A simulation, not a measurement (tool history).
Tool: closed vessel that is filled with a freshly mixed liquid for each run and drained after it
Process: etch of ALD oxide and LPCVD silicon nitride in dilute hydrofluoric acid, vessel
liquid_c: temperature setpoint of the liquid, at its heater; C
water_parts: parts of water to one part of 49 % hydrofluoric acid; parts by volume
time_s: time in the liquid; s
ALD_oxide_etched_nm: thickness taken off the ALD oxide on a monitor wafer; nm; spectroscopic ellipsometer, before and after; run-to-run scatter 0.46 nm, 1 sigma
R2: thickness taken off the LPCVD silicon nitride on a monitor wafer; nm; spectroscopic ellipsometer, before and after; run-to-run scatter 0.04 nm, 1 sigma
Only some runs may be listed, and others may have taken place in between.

Run 1, hour 0.0: liquid_c 24.0 C, water_parts 60 parts by volume, time_s 110 s. Result: ALD_oxide_etched_nm 34.328 nm, R2 0.93086 nm.
Run 2, hour 7.8: liquid_c 24.5 C, water_parts 50 parts by volume, time_s 110 s. Result: ALD_oxide_etched_nm 42.993 nm, R2 1.17570 nm.
Run 3, hour 16.8: liquid_c 24.5 C, water_parts 50 parts by volume, time_s 150 s. Result: ALD_oxide_etched_nm 58.390 nm, R2 1.67540 nm.
Run 4, hour 19.1: liquid_c 24.0 C, water_parts 45 parts by volume, time_s 150 s. Result: ALD_oxide_etched_nm 64.779 nm, R2 1.67830 nm.
Run 5, hour 25.3: liquid_c 24.0 C, water_parts 45 parts by volume, time_s 110 s. Result: ALD_oxide_etched_nm 47.579 nm, R2 1.21280 nm.
Run 6, hour 32.1: liquid_c 24.0 C, water_parts 45 parts by volume, time_s 70 s. Result: ALD_oxide_etched_nm 30.533 nm, R2 0.81848 nm.

Run 7, settings as shown, results not yet in. Your forecast:
Run 7, hour 39.3: liquid_c 24.5 C, water_parts 35 parts by volume, time_s 75 s. Result: ALD_oxide_etched_nm ?, R2 ?.

ALD_oxide_etched_nm: 42.655 nm
R2: 1.14990 nm
